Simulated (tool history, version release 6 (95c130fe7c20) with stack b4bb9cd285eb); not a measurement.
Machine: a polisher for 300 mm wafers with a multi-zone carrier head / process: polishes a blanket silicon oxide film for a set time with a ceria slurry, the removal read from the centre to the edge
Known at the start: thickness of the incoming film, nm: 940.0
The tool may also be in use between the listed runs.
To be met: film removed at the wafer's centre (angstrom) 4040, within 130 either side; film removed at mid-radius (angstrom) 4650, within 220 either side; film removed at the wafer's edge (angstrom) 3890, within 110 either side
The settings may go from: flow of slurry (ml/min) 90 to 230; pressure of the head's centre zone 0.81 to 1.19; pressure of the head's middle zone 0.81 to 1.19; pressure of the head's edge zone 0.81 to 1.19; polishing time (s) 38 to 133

run,hour,flow of slurry (ml/min),pressure of the head's centre zone,pressure of the head's middle zone,pressure of the head's edge zone,polishing time (s),film removed at the wafer's centre (angstrom),film removed at mid-radius (angstrom),film removed at the wafer's edge (angstrom)
1,0,150,1,1,1,85,2828.3,2979.8,2880.6
2,4.3,170,1,1,1,85,2862.3,3023,2996.9
3,7,170,1,1,1.05,85,2850.1,3027.8,2975.1
4,9.5,170,1,0.92,1.05,85,2829.8,2866.3,2986.7
5,13.1,140,1,0.92,1.05,85,2751.5,2733.1,2900.6
6,14.6,150,1.01,0.97,1.05,89,2914.6,3112.9,3114.6
7,22.9,160,1.04,1,1.05,91,3122.3,3238.5,3213.1
8,29.5,165,1.05,1.04,1.03,94,3259.6,3442,3305.3

Which one of the following 4 next-run settings gets every result inside its allowed miss? There is exactly one.
A,36.1,160,1.08,1.19,0.98,114,?,?,?
B,36.1,175,1,1.19,0.99,112,?,?,?
C,36.1,180,1.06,1.19,0.92,123,?,?,?
D,36.1,155,0.81,1.04,1.17,82,?,?,?

move,film removed at the wafer's centre (angstrom),film removed at mid-radius (angstrom),film removed at the wafer's edge (angstrom)
A,4068.4,4616.6,3916.9
B,3805.9,4612.5,3911
C,4422.7,5089.1,4182.8
D,2263.4,2990.1,3035.3
A: each result inside its tolerance
B: moves toward the targets from the last run without getting all of them in spec
C: moves the result that the last run missed by most past its target, out the other side
D: the biggest miss grows against the last run
Move A is the one to make.
